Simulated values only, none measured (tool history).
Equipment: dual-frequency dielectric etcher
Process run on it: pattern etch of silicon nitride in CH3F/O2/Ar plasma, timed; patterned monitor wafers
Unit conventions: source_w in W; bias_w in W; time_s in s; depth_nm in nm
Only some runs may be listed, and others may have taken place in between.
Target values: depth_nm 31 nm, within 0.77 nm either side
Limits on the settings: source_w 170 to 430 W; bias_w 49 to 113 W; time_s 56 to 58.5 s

run,day,source_w,bias_w,time_s,depth_nm
1,0,300,81,56,34.205
2,0.192,280,80,56,33.375
3,0.442,270,79,56,33.022
4,0.575,270,79,56,32.77
5,0.625,270,79,56,33.015
6,0.812,270,79,58.5,34.56
7,0.992,250,77,58.5,33.549
8,1.292,240,76,58.5,33.084
9,1.562,230,75,58.5,32.522
10,1.912,220,74,58.5,32.115

Which one of the following 5 next-run settings gets every result inside its allowed miss? There is exactly one.
A,2.262,280,68,58.5,?
B,2.262,240,73,58.5,?
C,2.262,230,85,58,?
D,2.262,230,74,58.5,?
E,2.262,200,68,58.5,?

move,depth_nm
A,33.805
B,32.844
C,33.28
D,32.557
E,30.814
A: lands further from the targets than the last run did
B: lands further from the targets than the last run did
C: lands further from the targets than the last run did
D: lands further from the targets than the last run did
E: meets every target
Go with E: it meets all targets.

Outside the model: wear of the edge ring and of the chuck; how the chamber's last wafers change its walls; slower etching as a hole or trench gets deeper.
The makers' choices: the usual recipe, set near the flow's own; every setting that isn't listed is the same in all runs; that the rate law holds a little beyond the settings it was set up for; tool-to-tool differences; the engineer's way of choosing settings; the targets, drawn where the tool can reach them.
